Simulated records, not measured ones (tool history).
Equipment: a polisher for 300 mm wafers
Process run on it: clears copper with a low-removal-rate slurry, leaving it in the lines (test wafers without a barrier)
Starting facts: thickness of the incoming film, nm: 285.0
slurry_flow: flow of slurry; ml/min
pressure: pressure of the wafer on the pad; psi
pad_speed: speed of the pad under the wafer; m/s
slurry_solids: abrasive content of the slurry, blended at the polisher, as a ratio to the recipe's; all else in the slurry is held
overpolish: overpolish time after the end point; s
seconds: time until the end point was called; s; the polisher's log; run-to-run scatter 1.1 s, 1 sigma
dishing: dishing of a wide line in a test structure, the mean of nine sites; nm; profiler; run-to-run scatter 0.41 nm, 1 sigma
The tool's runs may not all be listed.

{"run": 1, "day": 0.0, "slurry_flow": 195, "pressure": 2.9, "pad_speed": 1.24, "slurry_solids": 1.0, "overpolish": 14, "seconds": 93.958, "dishing": 19.66}
{"run": 2, "day": 0.167, "slurry_flow": 195, "pressure": 3.0, "pad_speed": 1.24, "slurry_solids": 1.0, "overpolish": 14, "seconds": 89.582, "dishing": 19.66}
{"run": 3, "day": 0.408, "slurry_flow": 195, "pressure": 3.1, "pad_speed": 1.24, "slurry_solids": 1.0, "overpolish": 14, "seconds": 89.384, "dishing": 20.218}
{"run": 4, "day": 0.525, "slurry_flow": 195, "pressure": 3.1, "pad_speed": 1.08, "slurry_solids": 1.0, "overpolish": 14, "seconds": 102.09, "dishing": 18.652}
{"run": 5, "day": 0.654, "slurry_flow": 195, "pressure": 3.2, "pad_speed": 1.1, "slurry_solids": 1.0, "overpolish": 14, "seconds": 98.924, "dishing": 19.196}
{"run": 6, "day": 0.829, "slurry_flow": 145, "pressure": 3.2, "pad_speed": 1.1, "slurry_solids": 1.0, "overpolish": 14, "seconds": 99.947, "dishing": 19.276}
{"run": 7, "day": 0.988, "slurry_flow": 145, "pressure": 3.3, "pad_speed": 1.12, "slurry_solids": 1.0, "overpolish": 14, "seconds": 97.994, "dishing": 19.153}
{"run": 8, "day": 1.188, "slurry_flow": 145, "pressure": 3.3, "pad_speed": 1.12, "slurry_solids": 1.0, "overpolish": 14, "seconds": 98.387, "dishing": 19.316}
{"run": 9, "day": 1.408, "slurry_flow": 145, "pressure": 3.4, "pad_speed": 1.14, "slurry_solids": 1.0, "overpolish": 14, "seconds": 92.043, "dishing": 19.337}
{"run": 10, "day": 1.479, "slurry_flow": 145, "pressure": 3.5, "pad_speed": 1.16, "slurry_solids": 1.0, "overpolish": 15, "seconds": 88.772, "dishing": 21.074}
{"run": 11, "day": 1.625, "slurry_flow": 145, "pressure": 3.6, "pad_speed": 1.18, "slurry_solids": 1.0, "overpolish": 15, "seconds": 86.831, "dishing": 21.512}
{"run": 12, "day": 1.75, "slurry_flow": 145, "pressure": 3.6, "pad_speed": 1.18, "slurry_solids": 1.0, "overpolish": 15, "seconds": 86.589, "dishing": 21.208}

Run 13, settings as shown, results not yet in. Your forecast:
{"run": 13, "day": 1.808, "slurry_flow": 145, "pressure": 3.7, "pad_speed": 1.2, "slurry_solids": 1.0, "overpolish": 15, "seconds": "?", "dishing": "?"}

{"run 13": {"seconds": 83.686, "dishing": 21.308}}

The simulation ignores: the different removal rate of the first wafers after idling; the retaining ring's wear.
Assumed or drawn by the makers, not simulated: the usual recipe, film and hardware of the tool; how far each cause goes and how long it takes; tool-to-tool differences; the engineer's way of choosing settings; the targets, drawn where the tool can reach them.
